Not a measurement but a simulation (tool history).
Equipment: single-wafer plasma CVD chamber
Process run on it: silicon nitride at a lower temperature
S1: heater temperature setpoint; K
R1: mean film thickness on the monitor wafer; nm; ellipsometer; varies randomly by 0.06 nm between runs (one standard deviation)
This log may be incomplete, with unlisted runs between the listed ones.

Run 1, hour 0: S1 613.15 K, chamber pressure (mTorr) 1380, RF power (kW) 0.345, deposition time (s) 16.3. Result: R1 20.041 nm.
Run 2, hour 5.2: S1 615.15 K, chamber pressure (mTorr) 1300, RF power (kW) 0.33, deposition time (s) 16.3. Result: R1 18.983 nm.
Run 3, hour 7.8: S1 615.15 K, chamber pressure (mTorr) 1230, RF power (kW) 0.32, deposition time (s) 16.3. Result: R1 18.252 nm.
Run 4, hour 16.4: S1 615.15 K, chamber pressure (mTorr) 1120, RF power (kW) 0.32, deposition time (s) 16.3. Result: R1 17.405 nm.
Run 5, hour 21.8: S1 615.15 K, chamber pressure (mTorr) 1120, RF power (kW) 0.32, deposition time (s) 16.9. Result: R1 18.141 nm.
Run 6, hour 26.5: S1 615.15 K, chamber pressure (mTorr) 1080, RF power (kW) 0.31, deposition time (s) 16.9. Result: R1 17.43 nm.

Run 7 comes next. What will it give?
Run 7, hour 28.3: S1 615.15 K, chamber pressure (mTorr) 1050, RF power (kW) 0.305, deposition time (s) 16.9. Result: R1 ?.

{"run 7": {"R1": 16.917}}
